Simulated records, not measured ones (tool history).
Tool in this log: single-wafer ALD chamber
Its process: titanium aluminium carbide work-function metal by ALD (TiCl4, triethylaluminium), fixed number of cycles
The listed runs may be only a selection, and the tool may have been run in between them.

run	day	heater temperature setpoint (K)	triethylaluminium pulse time (s)	mean film thickness on the monitor wafer (angstrom)
1	0.000	563.15	12.49	18.409
2	0.250	563.15	14.88	18.530
3	0.592	559.15	14.56	18.287
4	0.746	566.15	14.56	18.812
5	0.896	561.15	14.07	18.464
6	0.979	557.15	13.19	17.961
7	1.062	554.15	12.90	17.824
8	1.171	551.15	12.58	17.544

Run 9, settings as shown, results not yet in. Your forecast:
9	1.221	551.15	12.58	?

mean film thickness on the monitor wafer (angstrom): 17.588
